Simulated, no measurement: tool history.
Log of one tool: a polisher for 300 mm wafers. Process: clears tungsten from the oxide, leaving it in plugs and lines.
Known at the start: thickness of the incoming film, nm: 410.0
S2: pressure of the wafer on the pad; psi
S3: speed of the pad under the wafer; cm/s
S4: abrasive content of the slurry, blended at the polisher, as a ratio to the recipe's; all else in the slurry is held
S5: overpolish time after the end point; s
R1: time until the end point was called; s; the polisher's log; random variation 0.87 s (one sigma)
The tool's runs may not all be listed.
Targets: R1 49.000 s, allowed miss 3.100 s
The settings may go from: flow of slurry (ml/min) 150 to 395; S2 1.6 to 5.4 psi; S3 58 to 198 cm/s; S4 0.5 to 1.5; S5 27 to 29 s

{"run": 1, "hour": 0.0, "flow of slurry (ml/min)": 250, "S2": 3.5, "S3": 128, "S4": 1.0, "S5": 27, "R1": 65.635}
{"run": 2, "hour": 8.9, "flow of slurry (ml/min)": 250, "S2": 3.5, "S3": 102, "S4": 1.0, "S5": 27, "R1": 85.338}
{"run": 3, "hour": 13.5, "flow of slurry (ml/min)": 250, "S2": 3.8, "S3": 104, "S4": 1.0, "S5": 27, "R1": 76.084}
{"run": 4, "hour": 15.5, "flow of slurry (ml/min)": 250, "S2": 4.0, "S3": 104, "S4": 1.0, "S5": 27, "R1": 73.723}
{"run": 5, "hour": 22.6, "flow of slurry (ml/min)": 250, "S2": 4.2, "S3": 106, "S4": 1.0, "S5": 27, "R1": 68.495}
{"run": 6, "hour": 27.0, "flow of slurry (ml/min)": 250, "S2": 4.7, "S3": 106, "S4": 1.0, "S5": 27, "R1": 60.713}
{"run": 7, "hour": 35.5, "flow of slurry (ml/min)": 250, "S2": 4.8, "S3": 108, "S4": 1.0, "S5": 27, "R1": 60.119}
{"run": 8, "hour": 39.3, "flow of slurry (ml/min)": 250, "S2": 4.8, "S3": 108, "S4": 1.0, "S5": 27, "R1": 59.368}
{"hour": 46.0, "done": "slurry blender recalibrated"}
{"run": 9, "hour": 46.0, "flow of slurry (ml/min)": 250, "S2": 4.9, "S3": 110, "S4": 1.0, "S5": 27, "R1": 58.249}
{"run": 10, "hour": 51.4, "flow of slurry (ml/min)": 250, "S2": 4.9, "S3": 110, "S4": 1.0, "S5": 27, "R1": 55.913}

5 next moves are on the table. One of them brings every result within its allowed miss. Which?
{"run": "A", "hour": 56.8, "flow of slurry (ml/min)": 295, "S2": 5.0, "S3": 96, "S4": 1.0, "S5": 27, "R1": "?"}
{"run": "B", "hour": 56.8, "flow of slurry (ml/min)": 270, "S2": 5.3, "S3": 116, "S4": 1.0, "S5": 29, "R1": "?"}
{"run": "C", "hour": 56.8, "flow of slurry (ml/min)": 270, "S2": 5.1, "S3": 90, "S4": 0.9, "S5": 29, "R1": "?"}
{"run": "D", "hour": 56.8, "flow of slurry (ml/min)": 240, "S2": 5.2, "S3": 104, "S4": 0.9, "S5": 27, "R1": "?"}
{"run": "E", "hour": 56.8, "flow of slurry (ml/min)": 260, "S2": 4.2, "S3": 110, "S4": 0.9, "S5": 27, "R1": "?"}

move=A R1=60.669
move=B R1=48.437
move=C R1=65.348
move=D R1=56.586
move=E R1=63.936
A: further off than the last run
B: meets every target
C: further off than the last run
D: further off than the last run
E: further off than the last run
The right move is B.
